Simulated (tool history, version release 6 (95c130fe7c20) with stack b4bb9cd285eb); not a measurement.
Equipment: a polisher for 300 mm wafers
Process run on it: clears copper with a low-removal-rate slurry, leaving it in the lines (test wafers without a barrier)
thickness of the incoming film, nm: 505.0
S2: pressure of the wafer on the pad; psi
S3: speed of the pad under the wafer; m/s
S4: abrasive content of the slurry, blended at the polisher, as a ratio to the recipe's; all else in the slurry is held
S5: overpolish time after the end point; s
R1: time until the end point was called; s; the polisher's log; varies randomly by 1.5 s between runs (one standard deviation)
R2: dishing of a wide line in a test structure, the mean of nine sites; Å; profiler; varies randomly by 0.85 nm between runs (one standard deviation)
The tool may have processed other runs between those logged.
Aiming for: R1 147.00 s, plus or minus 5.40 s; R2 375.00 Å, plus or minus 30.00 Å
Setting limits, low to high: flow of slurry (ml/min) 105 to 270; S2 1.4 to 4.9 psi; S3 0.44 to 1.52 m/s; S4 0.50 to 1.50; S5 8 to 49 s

Run 1, hour 0.0: flow of slurry (ml/min) 175, S2 3.1 psi, S3 0.98 m/s, S4 1.00, S5 25 s. Result: R1 163.88 s, R2 503.52 Å.
Run 2, hour 5.2: flow of slurry (ml/min) 175, S2 3.1 psi, S3 1.18 m/s, S4 1.00, S5 25 s. Result: R1 144.20 s, R2 549.92 Å.
Run 3, hour 13.8: flow of slurry (ml/min) 175, S2 3.1 psi, S3 1.32 m/s, S4 1.00, S5 25 s. Result: R1 134.98 s, R2 566.09 Å.
Run 4, hour 15.7: flow of slurry (ml/min) 175, S2 3.1 psi, S3 1.32 m/s, S4 1.00, S5 15 s. Result: R1 132.06 s, R2 388.71 Å.
Run 5, hour 22.1: flow of slurry (ml/min) 175, S2 3.1 psi, S3 1.48 m/s, S4 1.00, S5 15 s. Result: R1 125.13 s, R2 426.22 Å.
Run 6, hour 25.7: flow of slurry (ml/min) 170, S2 3.0 psi, S3 1.48 m/s, S4 1.00, S5 15 s. Result: R1 126.95 s, R2 415.07 Å.
Run 7, hour 31.7: flow of slurry (ml/min) 170, S2 2.9 psi, S3 1.48 m/s, S4 1.00, S5 15 s. Result: R1 133.49 s, R2 401.44 Å.
Run 8, hour 37.7: flow of slurry (ml/min) 165, S2 2.8 psi, S3 1.48 m/s, S4 1.00, S5 15 s. Result: R1 134.61 s, R2 408.63 Å.
Run 9, hour 40.6: flow of slurry (ml/min) 165, S2 2.7 psi, S3 1.48 m/s, S4 1.00, S5 15 s. Result: R1 141.25 s, R2 395.08 Å.

Next run, 5 choices. One meets every target within its allowed miss, the rest don't. Which?
Run A, hour 43.5: flow of slurry (ml/min) 150, S2 2.4 psi, S3 1.52 m/s, S4 1.15, S5 12 s. Result: R1 ?, R2 ?.
Run B, hour 43.5: flow of slurry (ml/min) 170, S2 2.7 psi, S3 1.18 m/s, S4 1.20, S5 19 s. Result: R1 ?, R2 ?.
Run C, hour 43.5: flow of slurry (ml/min) 195, S2 2.8 psi, S3 1.46 m/s, S4 1.05, S5 17 s. Result: R1 ?, R2 ?.
Run D, hour 43.5: flow of slurry (ml/min) 175, S2 3.0 psi, S3 1.52 m/s, S4 0.75, S5 15 s. Result: R1 ?, R2 ?.
Run E, hour 43.5: flow of slurry (ml/min) 170, S2 2.5 psi, S3 1.50 m/s, S4 0.95, S5 15 s. Result: R1 ?, R2 ?.

move      R1      R2
   A  150.21  297.37
   B  160.64  408.34
   C  135.14  428.39
   D  131.71  398.05
   E  148.81  359.66
A: the worst result of the last run now meets its target, but another is out of spec
B: carries the result that was furthest off beyond its target, to the other side
C: its largest miss is bigger than the last run's
D: its largest miss is bigger than the last run's
E: hits every target within its allowed miss
So the answer is move E, the one that meets all the targets.
